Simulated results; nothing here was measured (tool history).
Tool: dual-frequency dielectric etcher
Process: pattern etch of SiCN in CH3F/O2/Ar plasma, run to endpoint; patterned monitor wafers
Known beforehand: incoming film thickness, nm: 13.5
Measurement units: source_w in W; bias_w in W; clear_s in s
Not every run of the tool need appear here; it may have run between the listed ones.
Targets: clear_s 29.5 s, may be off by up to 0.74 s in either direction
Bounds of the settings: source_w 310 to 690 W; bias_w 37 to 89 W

run,hour,source_w,bias_w,clear_s
1,0,500,63,33.588
2,6.1,540,65,32.069
3,9.7,570,66,31.347
4,15.8,590,67,30.993
5,23.9,630,67,30.264
6,27.1,630,58,31.868
7,34.6,650,61,30.894
8,36,660,62,30.444

Next run, 5 choices. One meets every target within its allowed miss, the rest don't. Which?
A,37.4,570,66,?
B,37.4,690,80,?
C,37.4,690,65,?
D,37.4,590,62,?
E,37.4,640,78,?

move,clear_s
A,31.594
B,27.436
C,29.699
D,31.964
E,28.447
A: the biggest miss grows against the last run
B: takes the biggest miss from the last run beyond its target
C: all results land within tolerance of their targets
D: the biggest miss grows against the last run
E: takes the biggest miss from the last run beyond its target
C is the move that brings every result within its allowed miss.
